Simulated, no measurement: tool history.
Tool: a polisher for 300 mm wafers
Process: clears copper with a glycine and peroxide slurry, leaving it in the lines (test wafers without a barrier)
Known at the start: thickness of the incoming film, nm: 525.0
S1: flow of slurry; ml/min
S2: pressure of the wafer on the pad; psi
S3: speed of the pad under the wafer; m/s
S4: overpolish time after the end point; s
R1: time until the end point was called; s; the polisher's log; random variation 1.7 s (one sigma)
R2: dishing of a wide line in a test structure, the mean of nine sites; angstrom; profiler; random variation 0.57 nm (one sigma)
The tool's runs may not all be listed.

run,hour,S1,S2,S3,S4,R1,R2
1,0,130,1.8,0.98,28,151.89,531.7
2,8.6,125,1.7,0.98,29,155.71,513.23
3,15.3,125,2.1,0.98,29,142.33,569.47
4,15.8,145,2.1,0.98,29,135.28,587.73
5,17.9,140,2,0.98,30,142.13,586.51
6,19.2,135,1.9,0.98,31,146.92,572.29

Run 7 comes next. What will it give?
7,23.6,130,1.8,0.98,32,?,?

{"run 7": {"R1": 151.42, "R2": 577.93}}
